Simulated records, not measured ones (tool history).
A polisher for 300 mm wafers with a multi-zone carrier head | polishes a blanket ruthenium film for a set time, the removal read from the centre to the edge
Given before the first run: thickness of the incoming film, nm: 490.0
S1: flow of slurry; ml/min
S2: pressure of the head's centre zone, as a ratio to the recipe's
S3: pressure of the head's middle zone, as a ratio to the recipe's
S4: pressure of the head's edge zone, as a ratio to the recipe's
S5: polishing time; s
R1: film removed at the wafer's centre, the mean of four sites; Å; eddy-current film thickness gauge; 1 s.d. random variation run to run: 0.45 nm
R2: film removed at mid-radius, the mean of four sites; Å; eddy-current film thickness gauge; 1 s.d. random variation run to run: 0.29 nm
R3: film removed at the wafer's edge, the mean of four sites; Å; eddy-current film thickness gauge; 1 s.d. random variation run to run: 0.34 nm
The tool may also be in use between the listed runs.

| run | hour | S1 | S2 | S3 | S4 | S5 | R1 | R2 | R3 |
|---|---|---|---|---|---|---|---|---|---|
| 1 | 0 | 210 | 1 | 1 | 1 | 45 | 721.89 | 712.41 | 691.27 |
| 2 | 7 | 210 | 1 | 0.93 | 1 | 45 | 733.1 | 675.34 | 680.21 |
| 3 | 12.5 | 210 | 1 | 0.93 | 1.07 | 45 | 736.2 | 676.85 | 710.56 |
| 4 | 14.3 | 210 | 1.08 | 0.93 | 1.07 | 45 | 782.78 | 674.92 | 714.79 |
| 5 | 21.2 | 190 | 1.01 | 0.9 | 1.07 | 38 | 609.49 | 545.44 | 599.5 |
| 6 | 26.1 | 175 | 0.97 | 0.88 | 1.04 | 34 | 529.82 | 475.37 | 517.44 |
| 7 | 33 | 130 | 0.87 | 0.81 | 1.03 | 29 | 400.6 | 361.07 | 430.35 |

Run 8 comes next. What will it give?
| 8 | 35.6 | 140 | 0.87 | 0.82 | 1.02 | 29 | ? | ? | ? |

Logged for run 8: R1 409.95 Å, R2 367.44 Å, R3 433.51 Å.
